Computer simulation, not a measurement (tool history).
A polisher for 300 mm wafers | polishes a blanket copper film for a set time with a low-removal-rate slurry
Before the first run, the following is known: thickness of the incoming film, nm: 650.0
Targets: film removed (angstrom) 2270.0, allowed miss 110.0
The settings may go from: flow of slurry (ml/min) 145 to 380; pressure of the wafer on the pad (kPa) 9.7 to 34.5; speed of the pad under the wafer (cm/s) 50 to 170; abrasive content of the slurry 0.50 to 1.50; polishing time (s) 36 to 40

| run | hour | flow of slurry (ml/min) | pressure of the wafer on the pad (kPa) | speed of the pad under the wafer (cm/s) | abrasive content of the slurry | polishing time (s) | film removed (angstrom) |
|---|---|---|---|---|---|---|---|
| 1 | 0.0 | 245 | 22.1 | 110 | 1.00 | 40 | 1471.2 |
| 2 | 4.0 | 245 | 23.4 | 110 | 1.00 | 40 | 1522.0 |
| 3 | 5.9 | 245 | 23.4 | 110 | 1.00 | 36 | 1373.7 |
| 4 | 12.0 | 245 | 20.7 | 110 | 1.00 | 36 | 1295.6 |
| 5 | 19.1 | 245 | 20.7 | 132 | 1.00 | 36 | 1541.6 |
| 6 | 25.7 | 245 | 20.7 | 132 | 1.00 | 36 | 1541.7 |
| 7 | 26.3 | 245 | 22.1 | 134 | 1.00 | 36 | 1557.8 |
| 8 | 27.7 | 245 | 24.1 | 138 | 1.00 | 36 | 1749.0 |
| 9 | 32.1 | 245 | 30.3 | 142 | 1.00 | 36 | 2049.3 |
| 10 | 37.8 | 245 | 31.0 | 142 | 1.00 | 36 | 2112.6 |
| 11 | 45.2 | 245 | 31.7 | 142 | 1.00 | 36 | 2166.0 |

Below are 4 possible settings for the next run. Only one of them brings all results inside the allowed miss of their targets. Which is it?
| A | 52.6 | 250 | 30.3 | 130 | 0.95 | 36 | ? |
| B | 52.6 | 255 | 30.3 | 134 | 1.05 | 36 | ? |
| C | 52.6 | 265 | 26.9 | 134 | 1.00 | 40 | ? |
| D | 52.6 | 240 | 34.5 | 130 | 1.00 | 39 | ? |

| move | film removed (angstrom) |
|---|---|
| A | 1914.0 |
| B | 2014.1 |
| C | 2056.2 |
| D | 2274.9 |
A: misses by more than the last run did
B: misses by more than the last run did
C: misses by more than the last run did
D: each result inside its tolerance
So the answer is move D, the one that meets all the targets.

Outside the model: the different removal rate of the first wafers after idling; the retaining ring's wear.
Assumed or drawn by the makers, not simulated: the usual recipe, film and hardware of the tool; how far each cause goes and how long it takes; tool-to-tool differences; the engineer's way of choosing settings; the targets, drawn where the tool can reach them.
